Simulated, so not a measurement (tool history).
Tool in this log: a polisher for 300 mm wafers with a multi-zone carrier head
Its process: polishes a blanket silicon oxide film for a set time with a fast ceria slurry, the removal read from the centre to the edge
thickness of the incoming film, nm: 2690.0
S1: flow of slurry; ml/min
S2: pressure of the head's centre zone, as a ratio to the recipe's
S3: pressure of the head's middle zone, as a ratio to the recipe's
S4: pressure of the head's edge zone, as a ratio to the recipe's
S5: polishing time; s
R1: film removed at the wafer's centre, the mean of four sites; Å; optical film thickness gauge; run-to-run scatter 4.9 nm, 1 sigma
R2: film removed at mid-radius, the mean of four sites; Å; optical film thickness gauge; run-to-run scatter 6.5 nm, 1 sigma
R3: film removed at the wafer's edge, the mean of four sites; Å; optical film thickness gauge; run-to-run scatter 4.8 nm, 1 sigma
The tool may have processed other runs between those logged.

run 1 hour=0 | S1=160 S2=1 S3=1 S4=1 S5=37 | R1=4279.7 R2=4313.3 R3=4380.5
run 2 hour=3.5 | S1=160 S2=0.95 S3=1 S4=1 S5=37 | R1=4004.4 R2=4252.1 R3=4357.6
run 3 hour=12.2 | S1=160 S2=0.95 S3=1 S4=1 S5=28 | R1=3082.2 R2=3227.8 R3=3299.4
run 4 hour=15.9 | S1=160 S2=0.95 S3=1.07 S4=1 S5=28 | R1=3056.3 R2=3406.2 R3=3320.1
run 5 hour=21.6 | S1=160 S2=1 S3=1.07 S4=1 S5=28 | R1=3225.9 R2=3406 R3=3366
run 6 hour=28 | S1=160 S2=1 S3=1.07 S4=0.96 S5=28 | R1=3253 R2=3488.9 R3=3273.4
run 7 hour=35.3 | S1=175 S2=1.05 S3=1.1 S4=1.01 S5=33 | R1=4016 R2=4215.8 R3=4031.6
run 8 hour=37.7 | S1=190 S2=1.09 S3=1.11 S4=1.05 S5=36 | R1=4603.7 R2=4650.4 R3=4480.6
run 9 hour=46.1 | S1=195 S2=1.11 S3=1.11 S4=1.08 S5=39 | R1=4999 R2=5119.9 R3=4848.6
run 10 hour=48.4 | S1=195 S2=1.11 S3=1.11 S4=1.08 S5=39 | R1=5024.1 R2=5048.6 R3=4942.1
-- hour=51.8 edge zone pressure recalibrated
run 11 hour=51.8 | S1=205 S2=1.13 S3=1.11 S4=1.11 S5=41 | R1=5386.3 R2=5374.3 R3=5029.8
run 12 hour=54.5 | S1=180 S2=1.14 S3=1.11 S4=1.07 S5=44 | R1=5686.8 R2=5667.5 R3=5252.3
run 13 hour=62.1 | S1=200 S2=1.13 S3=1.09 S4=1.1 S5=45 | R1=5927.3 R2=5816.8 R3=5437.1
run 14 hour=69.2 | S1=185 S2=1.11 S3=1.06 S4=1.13 S5=48 | R1=6157.2 R2=5971.9 R3=5847.9
run 15 hour=75.3 | S1=185 S2=1.11 S3=1.06 S4=1.13 S5=48 | R1=6077.8 R2=5936.8 R3=5807.1
run 16 hour=81.9 | S1=195 S2=1.1 S3=1.04 S4=1.15 S5=49 | R1=6343.9 R2=6090.8 R3=6074.3

Estimate the outcome of run 17 from the log above:
run 17 hour=85.7 | S1=205 S2=1.09 S3=1.03 S4=1.16 S5=49 | R1=? R2=? R3=?

{"run 17": {"R1": 6283.2, "R2": 6119.2, "R3": 6135.1}}

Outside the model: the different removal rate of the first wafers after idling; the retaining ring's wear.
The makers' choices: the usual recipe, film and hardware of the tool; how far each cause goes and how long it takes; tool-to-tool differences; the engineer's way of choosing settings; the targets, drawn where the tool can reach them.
